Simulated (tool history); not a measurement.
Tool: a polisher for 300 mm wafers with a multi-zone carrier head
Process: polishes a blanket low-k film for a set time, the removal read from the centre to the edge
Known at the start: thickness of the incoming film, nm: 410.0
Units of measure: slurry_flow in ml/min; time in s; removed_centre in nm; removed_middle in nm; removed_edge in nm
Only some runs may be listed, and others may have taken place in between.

run,day,slurry_flow,centre_zone,middle_zone,edge_zone,slurry_solids,time,removed_centre,removed_middle,removed_edge
1,0,230,1,1,1,1,73,24.337,24.047,23.479
2,0.367,225,0.98,0.97,1,1,73,23.49,23.442,23.314
3,0.7,220,0.97,0.95,1,1,73,23.243,22.294,23.278
4,0.925,220,0.97,0.99,1,1,73,22.906,24.086,23.817
5,0.996,220,0.97,0.99,1,1,65,19.955,21.136,20.436
6,1.275,220,0.91,0.99,1,1,65,19.373,21.417,20.781
7,1.567,215,0.91,0.98,1.01,1,65,18.647,20.911,20.996
8,1.738,215,0.92,0.97,1.02,1,65,19.373,20.761,21.373
9,1.788,215,0.92,0.96,1.02,1,65,19.422,20.543,21.031

The next listed run, before its measurement:
10,2.008,210,0.92,0.95,1.03,1,65,?,?,?

removed_centre: 19.427 nm
removed_middle: 19.961 nm
removed_edge: 21.152 nm
